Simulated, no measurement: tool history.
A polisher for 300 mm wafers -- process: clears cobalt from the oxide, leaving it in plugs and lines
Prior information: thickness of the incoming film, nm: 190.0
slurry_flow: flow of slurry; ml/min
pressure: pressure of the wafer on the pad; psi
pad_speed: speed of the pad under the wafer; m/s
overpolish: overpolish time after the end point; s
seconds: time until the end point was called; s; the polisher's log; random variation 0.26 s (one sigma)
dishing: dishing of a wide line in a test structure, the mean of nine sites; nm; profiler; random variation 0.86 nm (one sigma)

run 1 hour=0.0 | slurry_flow=130 pressure=2.4 pad_speed=0.96 overpolish=14 | seconds=31.684 dishing=51.739
run 2 hour=2.8 | slurry_flow=130 pressure=2.6 pad_speed=0.96 overpolish=15 | seconds=30.394 dishing=56.566
run 3 hour=8.7 | slurry_flow=130 pressure=2.6 pad_speed=0.80 overpolish=15 | seconds=36.097 dishing=50.823
run 4 hour=15.5 | slurry_flow=130 pressure=2.3 pad_speed=0.80 overpolish=15 | seconds=40.395 dishing=48.011
run 5 hour=22.0 | slurry_flow=135 pressure=2.6 pad_speed=0.84 overpolish=15 | seconds=34.237 dishing=53.004
run 6 hour=24.7 | slurry_flow=140 pressure=2.8 pad_speed=0.86 overpolish=15 | seconds=30.825 dishing=55.925
run 7 hour=26.4 | slurry_flow=145 pressure=3.0 pad_speed=0.88 overpolish=15 | seconds=29.014 dishing=58.021
run 8 hour=33.0 | slurry_flow=145 pressure=3.1 pad_speed=0.92 overpolish=15 | seconds=26.140 dishing=60.078
run 9 hour=33.8 | slurry_flow=145 pressure=3.2 pad_speed=0.94 overpolish=15 | seconds=25.543 dishing=61.208
run 10 hour=37.6 | slurry_flow=145 pressure=3.3 pad_speed=0.96 overpolish=15 | seconds=24.014 dishing=62.980

Run 11 is up next; what results do you expect?
run 11 hour=46.0 | slurry_flow=145 pressure=3.4 pad_speed=0.98 overpolish=15 | seconds=? dishing=?

Run 11 measured seconds 22.764 s, dishing 64.429 nm.
